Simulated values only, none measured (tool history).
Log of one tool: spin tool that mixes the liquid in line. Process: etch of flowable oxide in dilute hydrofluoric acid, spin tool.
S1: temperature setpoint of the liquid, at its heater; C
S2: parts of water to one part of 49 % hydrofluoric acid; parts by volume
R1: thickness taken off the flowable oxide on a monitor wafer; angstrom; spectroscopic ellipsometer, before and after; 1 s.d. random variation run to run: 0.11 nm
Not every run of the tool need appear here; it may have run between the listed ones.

Run 1, day 0.000: S1 23.0 C, S2 125 parts by volume, time under the liquid (s) 15. Result: R1 38.015 angstrom.
Run 2, day 0.333: S1 23.0 C, S2 155 parts by volume, time under the liquid (s) 15. Result: R1 28.990 angstrom.
Run 3, day 0.408: S1 24.0 C, S2 140 parts by volume, time under the liquid (s) 15. Result: R1 34.478 angstrom.
Run 4, day 0.762: S1 24.0 C, S2 140 parts by volume, time under the liquid (s) 15. Result: R1 34.181 angstrom.
Run 5, day 0.942: S1 25.0 C, S2 125 parts by volume, time under the liquid (s) 15. Result: R1 40.841 angstrom.
Run 6, day 1.162: S1 26.0 C, S2 110 parts by volume, time under the liquid (s) 15. Result: R1 48.379 angstrom.
Run 7, day 1.442: S1 26.5 C, S2 100 parts by volume, time under the liquid (s) 15. Result: R1 55.443 angstrom.
Run 8, day 1.483: S1 27.0 C, S2 90 parts by volume, time under the liquid (s) 15. Result: R1 62.829 angstrom.
Run 9, day 1.675: S1 27.5 C, S2 80 parts by volume, time under the liquid (s) 15. Result: R1 73.043 angstrom.
Run 10, day 1.779: S1 28.0 C, S2 75 parts by volume, time under the liquid (s) 15. Result: R1 81.260 angstrom.
Run 11, day 1.846: S1 28.5 C, S2 70 parts by volume, time under the liquid (s) 15. Result: R1 89.663 angstrom.

Run 12, settings as shown, results not yet in. Your forecast:
Run 12, day 2.129: S1 29.0 C, S2 65 parts by volume, time under the liquid (s) 15. Result: R1 ?.

R1: 98.930 angstrom
